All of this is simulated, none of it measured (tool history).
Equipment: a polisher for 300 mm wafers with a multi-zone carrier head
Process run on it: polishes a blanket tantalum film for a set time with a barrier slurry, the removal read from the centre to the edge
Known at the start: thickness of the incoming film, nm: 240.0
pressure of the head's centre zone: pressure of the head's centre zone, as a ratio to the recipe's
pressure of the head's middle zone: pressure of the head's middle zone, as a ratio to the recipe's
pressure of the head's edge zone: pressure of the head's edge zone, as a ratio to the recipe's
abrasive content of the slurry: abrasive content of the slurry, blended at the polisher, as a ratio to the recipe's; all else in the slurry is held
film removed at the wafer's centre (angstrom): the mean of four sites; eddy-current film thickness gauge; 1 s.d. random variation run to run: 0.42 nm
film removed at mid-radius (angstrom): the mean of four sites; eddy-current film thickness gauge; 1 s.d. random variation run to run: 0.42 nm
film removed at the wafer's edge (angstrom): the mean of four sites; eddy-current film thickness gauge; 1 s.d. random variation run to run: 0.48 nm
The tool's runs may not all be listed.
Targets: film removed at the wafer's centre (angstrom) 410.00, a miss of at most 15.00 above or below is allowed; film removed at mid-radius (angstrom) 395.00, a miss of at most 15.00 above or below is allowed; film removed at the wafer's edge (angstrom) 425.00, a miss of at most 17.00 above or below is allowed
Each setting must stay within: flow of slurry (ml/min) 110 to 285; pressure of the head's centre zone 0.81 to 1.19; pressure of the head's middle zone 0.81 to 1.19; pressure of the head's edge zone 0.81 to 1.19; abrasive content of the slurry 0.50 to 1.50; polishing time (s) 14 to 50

run    day  flow of slurry (ml/min)  pressure of the head's centre zone  pressure of the head's middle zone  pressure of the head's edge zone  abrasive content of the slurry  polishing time (s)  film removed at the wafer's centre (angstrom)  film removed at mid-radius (angstrom)  film removed at the wafer's edge (angstrom)
  1  0.000                      180                                1.00                                1.00                              1.00                            1.00                  32                                         585.30                                 591.30                                       591.21
  2  0.054                      180                                1.00                                1.00                              0.95                            1.00                  32                                         595.77                                 592.37                                       576.90
  3  0.183                      180                                1.00                                1.00                              0.88                            1.00                  32                                         580.60                                 590.18                                       554.12
  4  0.304                      170                                0.98                                0.95                              0.87                            0.85                  31                                         525.57                                 507.94                                       502.91
  5  0.604                      160                                0.94                                0.92                              0.86                            0.75                  31                                         475.62                                 475.90                                       469.16
  6  0.642                      160                                0.94                                0.92                              0.86                            0.65                  31                                         440.45                                 442.81                                       436.64
  7  0.988                      150                                0.93                                0.89                              0.87                            0.65                  31                                         425.66                                 424.75                                       438.46
  8  1.071                      140                                0.93                                0.88                              0.87                            0.65                  31                                         419.29                                 410.28                                       434.59
  9  1.404                      135                                0.93                                0.88                              0.87                            0.65                  31                                         418.69                                 410.98                                       440.26

Exercise: of the 5 proposed moves below, exactly one satisfies all targets within the stated allowed misses. Which move is it?
  A  1.738                      155                                0.88                                0.93                              0.83                            0.75                  29                                              ?                                      ?                                            ?
  B  1.738                      130                                0.93                                0.86                              0.88                            0.65                  31                                              ?                                      ?                                            ?
  C  1.738                      110                                0.87                                0.83                              0.98                            0.65                  34                                              ?                                      ?                                            ?
  D  1.738                      115                                0.89                                0.83                              0.81                            0.85                  31                                              ?                                      ?                                            ?
  E  1.738                      175                                0.93                                0.95                              0.81                            0.60                  30                                              ?                                      ?                                            ?

move  film removed at the wafer's centre (angstrom)  film removed at mid-radius (angstrom)  film removed at the wafer's edge (angstrom)
   A                                         410.54                                 434.46                                       433.93
   B                                         413.87                                 391.36                                       433.61
   C                                         403.80                                 398.11                                       484.40
   D                                         429.35                                 413.44                                       459.17
   E                                         412.96                                 420.55                                       405.65
A: lands further from the targets than the last run did
B: meets every target
C: gets the furthest-off result to its target, but another result is out of tolerance
D: lands further from the targets than the last run did
E: lands further from the targets than the last run did
Move B is the one to make.

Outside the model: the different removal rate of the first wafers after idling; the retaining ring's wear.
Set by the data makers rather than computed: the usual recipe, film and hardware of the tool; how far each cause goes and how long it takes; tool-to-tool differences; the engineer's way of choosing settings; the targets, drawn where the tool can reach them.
